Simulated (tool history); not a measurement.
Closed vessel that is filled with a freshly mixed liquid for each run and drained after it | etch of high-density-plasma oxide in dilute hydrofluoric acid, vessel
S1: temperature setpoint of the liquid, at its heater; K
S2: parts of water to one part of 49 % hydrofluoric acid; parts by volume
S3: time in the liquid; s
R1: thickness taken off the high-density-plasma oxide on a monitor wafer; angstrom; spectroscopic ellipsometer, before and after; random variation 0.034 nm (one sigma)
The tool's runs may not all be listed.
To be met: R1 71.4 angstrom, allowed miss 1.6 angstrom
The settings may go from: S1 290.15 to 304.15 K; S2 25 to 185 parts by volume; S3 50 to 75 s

Run 1, hour 0: S1 296.15 K, S2 105 parts by volume, S3 75 s. Result: R1 45.323 angstrom.
Run 2, hour 2.7: S1 296.15 K, S2 105 parts by volume, S3 75 s. Result: R1 45.413 angstrom.
Run 3, hour 9.5: S1 296.15 K, S2 105 parts by volume, S3 75 s. Result: R1 45.314 angstrom.
Run 4, hour 16.1: S1 296.15 K, S2 140 parts by volume, S3 75 s. Result: R1 32.586 angstrom.
Run 5, hour 22.9: S1 294.65 K, S2 140 parts by volume, S3 75 s. Result: R1 30.677 angstrom.
Run 6, hour 31.5: S1 294.65 K, S2 110 parts by volume, S3 75 s. Result: R1 40.373 angstrom.
Run 7, hour 37.1: S1 298.65 K, S2 85 parts by volume, S3 75 s. Result: R1 63.584 angstrom.
Run 8, hour 45.2: S1 299.15 K, S2 85 parts by volume, S3 75 s. Result: R1 64.701 angstrom.
Run 9, hour 49.1: S1 299.15 K, S2 85 parts by volume, S3 75 s. Result: R1 64.192 angstrom.

5 next moves are on the table. One of them brings every result within its allowed miss. Which?
Run A, hour 53: S1 298.15 K, S2 75 parts by volume, S3 75 s. Result: R1 ?.
Run B, hour 53: S1 299.15 K, S2 75 parts by volume, S3 75 s. Result: R1 ?.
Run C, hour 53: S1 297.65 K, S2 70 parts by volume, S3 75 s. Result: R1 ?.
Run D, hour 53: S1 300.15 K, S2 70 parts by volume, S3 50 s. Result: R1 ?.
Run E, hour 53: S1 298.65 K, S2 80 parts by volume, S3 75 s. Result: R1 ?.

move      R1
   A  71.065
   B  73.954
   C  75.116
   D  55.333
   E  67.521
A: meets every target
B: takes the result that was furthest off past its target
C: takes the result that was furthest off past its target
D: further off than the last run
E: nearer than the last run, and not there yet
The right move is A.
